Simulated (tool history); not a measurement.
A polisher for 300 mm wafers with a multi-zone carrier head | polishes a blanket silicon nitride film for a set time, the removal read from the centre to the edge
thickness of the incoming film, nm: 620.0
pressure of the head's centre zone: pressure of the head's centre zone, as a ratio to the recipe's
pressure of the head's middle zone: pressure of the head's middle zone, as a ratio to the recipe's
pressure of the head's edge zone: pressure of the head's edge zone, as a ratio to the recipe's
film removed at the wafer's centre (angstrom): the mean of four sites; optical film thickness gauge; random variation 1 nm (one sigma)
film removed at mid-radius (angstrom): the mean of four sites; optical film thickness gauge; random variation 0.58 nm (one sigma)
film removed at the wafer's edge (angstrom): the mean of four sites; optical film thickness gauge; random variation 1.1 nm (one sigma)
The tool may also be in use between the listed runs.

run	hour	flow of slurry (ml/min)	pressure of the head's centre zone	pressure of the head's middle zone	pressure of the head's edge zone	polishing time (s)	film removed at the wafer's centre (angstrom)	film removed at mid-radius (angstrom)	film removed at the wafer's edge (angstrom)
1	0.0	180	1.00	1.00	1.00	39	1040.70	1066.40	1036.20
2	3.5	145	1.00	1.00	1.00	39	993.65	1015.40	1013.70
3	12.3	145	0.96	1.00	1.00	39	925.43	1022.00	1012.30
4	20.3	125	0.96	1.00	1.00	39	908.89	977.45	980.23
5	23.0	125	0.96	1.04	1.00	39	923.34	1024.20	985.77
6	24.1	125	0.95	1.02	1.00	39	893.66	1009.40	984.23
7	32.5	125	0.95	1.00	1.00	39	891.03	992.28	959.55
8	36.5	125	0.95	0.98	1.02	39	901.91	962.74	967.96

The next listed run, before its measurement:
9	44.3	125	0.94	0.97	1.03	39	?	?	?

{"run 9": {"film removed at the wafer's centre (angstrom)": 885.62, "film removed at mid-radius (angstrom)": 958.08, "film removed at the wafer's edge (angstrom)": 973.51}}

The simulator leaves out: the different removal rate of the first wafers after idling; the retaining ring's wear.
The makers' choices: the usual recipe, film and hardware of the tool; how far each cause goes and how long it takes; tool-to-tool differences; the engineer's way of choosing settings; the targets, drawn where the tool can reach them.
